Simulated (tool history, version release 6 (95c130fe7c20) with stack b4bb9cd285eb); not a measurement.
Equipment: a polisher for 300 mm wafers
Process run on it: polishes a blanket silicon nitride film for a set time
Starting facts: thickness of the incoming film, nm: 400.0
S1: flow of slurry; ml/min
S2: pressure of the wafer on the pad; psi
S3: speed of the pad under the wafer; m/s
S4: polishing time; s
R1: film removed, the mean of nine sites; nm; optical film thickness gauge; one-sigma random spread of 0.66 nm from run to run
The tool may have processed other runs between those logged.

run,hour,S1,S2,S3,S4,R1
1,0.0,215,4.1,0.86,43,88.915
2,0.6,215,3.7,0.84,43,81.332
3,8.2,215,3.7,0.84,43,80.867
4,10.2,215,3.7,0.66,43,67.713
5,17.8,245,3.7,0.66,43,67.377
6,23.4,245,3.7,0.66,43,67.547

For run 7, what comes out?
7,26.8,245,3.5,0.66,43,?

R1: 63.165 nm
